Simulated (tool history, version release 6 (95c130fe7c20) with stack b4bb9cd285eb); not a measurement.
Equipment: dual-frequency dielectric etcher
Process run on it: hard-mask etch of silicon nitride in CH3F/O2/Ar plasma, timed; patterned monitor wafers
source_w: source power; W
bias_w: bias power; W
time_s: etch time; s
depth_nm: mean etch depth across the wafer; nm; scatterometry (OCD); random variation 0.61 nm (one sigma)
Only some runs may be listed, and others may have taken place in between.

run  hour  source_w  bias_w  time_s  depth_nm
  1   0.0       510      87   267.0    200.32
  2   3.7       470      87   267.0    192.23
  3  11.6       460      87   267.0    191.01
  4  18.3       450      87   267.0    188.79
  5  20.5       520      87   267.0    200.74
  6  24.1       590      87   267.0    212.04
  7  29.9       570      86   267.0    207.84
  8  32.6       550      86   267.0    203.81
  9  34.1       540      86   267.0    204.09

Forecast run 10:
 10  38.4       530      86   267.0         ?

Run 10 yielded depth_nm 200.84 nm.

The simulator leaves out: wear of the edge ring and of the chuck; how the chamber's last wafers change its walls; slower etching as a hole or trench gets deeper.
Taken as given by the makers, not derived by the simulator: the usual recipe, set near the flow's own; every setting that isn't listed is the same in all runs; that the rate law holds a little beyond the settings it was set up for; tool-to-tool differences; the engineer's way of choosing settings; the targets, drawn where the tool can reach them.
